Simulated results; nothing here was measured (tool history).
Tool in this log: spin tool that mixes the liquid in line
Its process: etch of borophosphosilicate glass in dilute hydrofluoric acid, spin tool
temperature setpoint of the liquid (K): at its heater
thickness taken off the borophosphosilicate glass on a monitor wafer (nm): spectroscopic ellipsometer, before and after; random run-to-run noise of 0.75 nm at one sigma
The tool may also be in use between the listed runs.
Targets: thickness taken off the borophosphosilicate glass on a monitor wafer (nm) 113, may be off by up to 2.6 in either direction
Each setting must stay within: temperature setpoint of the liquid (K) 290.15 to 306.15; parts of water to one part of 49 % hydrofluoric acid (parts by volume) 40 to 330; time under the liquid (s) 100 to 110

| run | hour | temperature setpoint of the liquid (K) | parts of water to one part of 49 % hydrofluoric acid (parts by volume) | time under the liquid (s) | thickness taken off the borophosphosilicate glass on a monitor wafer (nm) |
|---|---|---|---|---|---|
| 1 | 0 | 298.15 | 185 | 100 | 38.675 |
| 2 | 1.9 | 298.15 | 185 | 100 | 38.849 |
| 3 | 10.7 | 298.15 | 185 | 100 | 38.064 |
| 4 | 14 | 298.15 | 160 | 100 | 45.912 |
| 5 | 19 | 296.65 | 160 | 100 | 43.594 |
| 6 | 25.2 | 297.65 | 150 | 100 | 48.521 |
| 7 | 27.7 | 298.65 | 140 | 100 | 55.103 |
| 8 | 28.6 | 299.65 | 135 | 100 | 58.809 |
| 9 | 32.8 | 300.65 | 130 | 100 | 64.7 |
| 10 | 34.9 | 301.15 | 125 | 100 | 68.787 |
| 11 | 38.1 | 301.65 | 120 | 100 | 74.083 |
| 12 | 44.5 | 302.15 | 115 | 100 | 78.509 |
| 13 | 46.4 | 302.65 | 110 | 100 | 83.816 |
| 14 | 54.9 | 303.15 | 110 | 100 | 85.219 |
| 15 | 56 | 303.65 | 110 | 100 | 87.636 |
| 16 | 58.8 | 306.15 | 80 | 100 | 138.89 |
| 17 | 62.8 | 305.65 | 80 | 100 | 136.25 |
| 18 | 64.4 | 305.65 | 80 | 100 | 135.45 |
| 19 | 69 | 305.15 | 80 | 100 | 134.71 |
| 20 | 72.4 | 304.65 | 80 | 100 | 131.57 |

5 next moves are on the table. One of them brings every result within its allowed miss. Which?
| A | 75.8 | 301.15 | 70 | 105 | ? |
| B | 75.8 | 303.65 | 85 | 105 | ? |
| C | 75.8 | 304.65 | 65 | 105 | ? |
| D | 75.8 | 304.15 | 90 | 100 | ? |
| E | 75.8 | 306.15 | 80 | 100 | ? |

| move | thickness taken off the borophosphosilicate glass on a monitor wafer (nm) |
|---|---|
| A | 140.72 |
| B | 124.87 |
| C | 174.81 |
| D | 113.61 |
| E | 139.82 |
A: lands further from the targets than the last run did
B: closer than the last run, but not yet in spec
C: lands further from the targets than the last run did
D: each result inside its tolerance
E: lands further from the targets than the last run did
The right move is D.

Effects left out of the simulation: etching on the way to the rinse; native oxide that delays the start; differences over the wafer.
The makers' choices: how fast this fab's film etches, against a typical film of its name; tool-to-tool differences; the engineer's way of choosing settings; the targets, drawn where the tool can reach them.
